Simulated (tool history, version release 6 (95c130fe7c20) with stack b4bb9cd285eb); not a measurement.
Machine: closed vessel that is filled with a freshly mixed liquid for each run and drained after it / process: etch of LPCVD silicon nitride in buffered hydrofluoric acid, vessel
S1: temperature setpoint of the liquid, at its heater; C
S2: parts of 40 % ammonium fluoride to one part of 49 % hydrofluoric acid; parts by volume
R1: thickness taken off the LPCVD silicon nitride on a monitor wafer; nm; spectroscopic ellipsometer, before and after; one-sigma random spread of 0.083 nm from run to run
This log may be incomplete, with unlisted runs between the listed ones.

Run 1, hour 0.0: S1 23.0 C, S2 19.0 parts by volume, time in the liquid (s) 2745. Result: R1 18.786 nm.
Run 2, hour 4.5: S1 23.0 C, S2 22.5 parts by volume, time in the liquid (s) 2745. Result: R1 16.382 nm.
Run 3, hour 12.0: S1 24.5 C, S2 22.5 parts by volume, time in the liquid (s) 2745. Result: R1 17.928 nm.
Run 4, hour 17.6: S1 25.5 C, S2 22.5 parts by volume, time in the liquid (s) 2745. Result: R1 18.990 nm.
Run 5, hour 26.6: S1 26.5 C, S2 22.5 parts by volume, time in the liquid (s) 2745. Result: R1 19.949 nm.
Run 6, hour 33.4: S1 27.0 C, S2 22.5 parts by volume, time in the liquid (s) 2745. Result: R1 20.519 nm.

Expected results for the next run?
Run 7, hour 35.4: S1 27.5 C, S2 22.5 parts by volume, time in the liquid (s) 2745. Result: R1 ?.

R1: 21.081 nm
